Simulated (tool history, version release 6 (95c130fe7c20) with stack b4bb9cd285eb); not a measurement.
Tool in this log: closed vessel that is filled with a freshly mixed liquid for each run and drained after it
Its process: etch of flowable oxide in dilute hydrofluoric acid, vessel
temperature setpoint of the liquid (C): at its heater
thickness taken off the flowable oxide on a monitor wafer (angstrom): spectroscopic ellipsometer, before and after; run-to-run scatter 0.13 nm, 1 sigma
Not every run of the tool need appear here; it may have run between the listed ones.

run  hour  temperature setpoint of the liquid (C)  parts of water to one part of 49 % hydrofluoric acid (parts by volume)  time in the liquid (s)  thickness taken off the flowable oxide on a monitor wafer (angstrom)
  1     0                                      25                                                                     105                      30                                                                95.963
  2   7.3                                      26                                                                     100                      30                                                                106.27
  3   8.8                                      27                                                                      95                      30                                                                116.83
  4  12.4                                      28                                                                      90                      30                                                                128.04
  5  18.5                                    29.5                                                                      90                      30                                                                135.69
  6  22.6                                    32.5                                                                      90                      30                                                                152.95

Run 7 comes next. What will it give?
  7  28.1                                      33                                                                      60                      30                                                                     ?

{"run 7": {"thickness taken off the flowable oxide on a monitor wafer (angstrom)": 244.17}}

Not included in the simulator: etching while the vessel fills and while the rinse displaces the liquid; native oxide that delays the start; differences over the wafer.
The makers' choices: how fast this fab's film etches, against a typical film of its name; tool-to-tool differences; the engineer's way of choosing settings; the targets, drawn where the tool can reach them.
